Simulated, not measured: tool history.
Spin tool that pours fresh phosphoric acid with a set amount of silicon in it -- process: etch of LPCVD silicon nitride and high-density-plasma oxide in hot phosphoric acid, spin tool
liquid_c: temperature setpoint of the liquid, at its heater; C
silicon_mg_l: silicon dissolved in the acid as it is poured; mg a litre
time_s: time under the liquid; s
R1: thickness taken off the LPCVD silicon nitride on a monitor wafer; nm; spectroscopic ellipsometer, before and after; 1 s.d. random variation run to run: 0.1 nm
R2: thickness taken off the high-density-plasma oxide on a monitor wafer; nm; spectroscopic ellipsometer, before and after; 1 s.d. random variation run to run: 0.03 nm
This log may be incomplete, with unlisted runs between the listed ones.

run 1 hour=0 | liquid_c=159 silicon_mg_l=9 time_s=75 | R1=6.2212 R2=0.14255
run 2 hour=7.5 | liquid_c=157.5 silicon_mg_l=9 time_s=75 | R1=5.8283 R2=0.1292
run 3 hour=13.5 | liquid_c=156.5 silicon_mg_l=9 time_s=75 | R1=5.4926 R2=0.1079
run 4 hour=18.7 | liquid_c=156.5 silicon_mg_l=9 time_s=100 | R1=7.4309 R2=0.16193
run 5 hour=19.4 | liquid_c=156.5 silicon_mg_l=10.5 time_s=100 | R1=7.355 R2=0.18936
run 6 hour=25.4 | liquid_c=157.5 silicon_mg_l=10.5 time_s=100 | R1=7.6856 R2=0.13757
run 7 hour=32.2 | liquid_c=159 silicon_mg_l=8.5 time_s=105 | R1=8.5569 R2=0.18085
run 8 hour=41.1 | liquid_c=160 silicon_mg_l=8.5 time_s=110 | R1=9.4194 R2=0.2155

Estimate the outcome of run 9 from the log above:
run 9 hour=42.1 | liquid_c=160 silicon_mg_l=8.5 time_s=110 | R1=? R2=?

Run 9 measured R1 9.4332 nm, R2 0.24296 nm.
